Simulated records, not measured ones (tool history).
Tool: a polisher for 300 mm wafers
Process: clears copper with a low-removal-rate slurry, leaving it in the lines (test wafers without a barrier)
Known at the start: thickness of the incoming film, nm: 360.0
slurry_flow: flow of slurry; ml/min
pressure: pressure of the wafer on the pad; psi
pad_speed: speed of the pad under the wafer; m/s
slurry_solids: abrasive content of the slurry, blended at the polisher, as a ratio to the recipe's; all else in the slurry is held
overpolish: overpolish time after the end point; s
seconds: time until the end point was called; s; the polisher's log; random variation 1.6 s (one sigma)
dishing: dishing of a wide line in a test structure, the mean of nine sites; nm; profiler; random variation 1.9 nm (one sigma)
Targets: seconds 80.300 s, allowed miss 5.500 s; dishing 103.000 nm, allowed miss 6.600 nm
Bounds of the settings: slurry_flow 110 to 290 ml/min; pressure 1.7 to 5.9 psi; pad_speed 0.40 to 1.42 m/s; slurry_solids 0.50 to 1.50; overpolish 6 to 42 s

run	hour	slurry_flow	pressure	pad_speed	slurry_solids	overpolish	seconds	dishing
1	0.0	185	3.8	0.90	1.00	21	99.416	56.537
2	1.2	185	3.8	0.90	1.00	17	100.510	46.866
3	2.8	185	3.0	0.90	1.00	17	126.410	36.995
4	6.1	185	3.0	0.76	1.00	17	154.060	32.786
5	11.2	185	3.0	0.88	1.00	17	133.170	37.004
6	17.7	185	3.0	0.88	0.90	17	138.520	35.634
7	20.9	185	3.5	0.88	0.90	20	114.080	48.001
8	25.6	185	3.8	0.88	0.90	23	104.680	57.947
9	32.8	185	4.0	0.88	0.90	25	96.794	64.054
10	40.5	185	4.4	0.94	0.90	35	88.255	96.411

5 next moves are on the table. One of them brings every result within its allowed miss. Which?
A	48.2	220	4.0	1.06	0.95	38	?	?
B	48.2	180	5.0	1.16	0.75	34	?	?
C	48.2	215	5.2	0.74	1.00	39	?	?
D	48.2	180	5.3	1.00	0.85	31	?	?
E	48.2	200	4.8	0.76	0.95	35	?	?

move	seconds	dishing
A	80.829	105.280
B	64.602	116.570
C	87.918	103.890
D	68.597	105.470
E	94.659	90.173
A: meets every target
B: takes the result that was furthest off past its target
C: as far off as the last run
D: takes the result that was furthest off past its target
E: further off than the last run
Answer: A
